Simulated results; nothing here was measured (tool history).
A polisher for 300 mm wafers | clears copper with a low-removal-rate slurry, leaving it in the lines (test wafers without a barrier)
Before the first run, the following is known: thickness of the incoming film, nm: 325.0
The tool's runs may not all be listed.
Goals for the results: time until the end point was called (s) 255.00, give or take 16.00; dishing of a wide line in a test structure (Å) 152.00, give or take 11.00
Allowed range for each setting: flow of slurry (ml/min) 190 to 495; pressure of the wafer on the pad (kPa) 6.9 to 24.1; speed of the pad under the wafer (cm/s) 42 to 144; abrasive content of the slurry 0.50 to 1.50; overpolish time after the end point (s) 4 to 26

| run | hour | flow of slurry (ml/min) | pressure of the wafer on the pad (kPa) | speed of the pad under the wafer (cm/s) | abrasive content of the slurry | overpolish time after the end point (s) | time until the end point was called (s) | dishing of a wide line in a test structure (Å) |
|---|---|---|---|---|---|---|---|---|
| 1 | 0.0 | 320 | 15.2 | 92 | 1.00 | 13 | 152.99 | 195.48 |
| 2 | 6.3 | 320 | 15.2 | 92 | 1.00 | 17 | 150.59 | 254.60 |
| 3 | 10.6 | 320 | 15.2 | 102 | 1.00 | 17 | 138.13 | 264.91 |
| 4 | 16.1 | 320 | 11.7 | 102 | 1.00 | 17 | 177.67 | 214.60 |
| 5 | 19.3 | 320 | 11.7 | 84 | 1.00 | 17 | 211.88 | 186.93 |
| 6 | 21.3 | 390 | 11.7 | 84 | 1.00 | 17 | 199.69 | 192.07 |
| 7 | 24.1 | 360 | 8.3 | 82 | 1.00 | 17 | 300.80 | 144.58 |
| 8 | 28.1 | 365 | 8.3 | 82 | 1.00 | 17 | 296.33 | 139.06 |
| 9 | 33.5 | 370 | 8.3 | 82 | 1.00 | 17 | 300.15 | 135.49 |
| 10 | 36.5 | 380 | 9.0 | 82 | 1.00 | 17 | 288.06 | 149.37 |

4 next moves are on the table. One of them brings every result within its allowed miss. Which?
| A | 39.5 | 395 | 9.0 | 80 | 0.95 | 15 | ? | ? |
| B | 39.5 | 445 | 11.7 | 76 | 0.90 | 17 | ? | ? |
| C | 39.5 | 285 | 11.7 | 78 | 0.95 | 14 | ? | ? |
| D | 39.5 | 385 | 8.3 | 96 | 0.95 | 17 | ? | ? |

| move | time until the end point was called (s) | dishing of a wide line in a test structure (Å) |
|---|---|---|
| A | 283.22 | 126.85 |
| B | 230.29 | 171.86 |
| C | 228.63 | 145.75 |
| D | 261.06 | 151.83 |
A: the biggest miss grows against the last run
B: takes the result that was furthest off past its target
C: takes the result that was furthest off past its target
D: each result inside its tolerance
So the answer is move D, the one that meets all the targets.
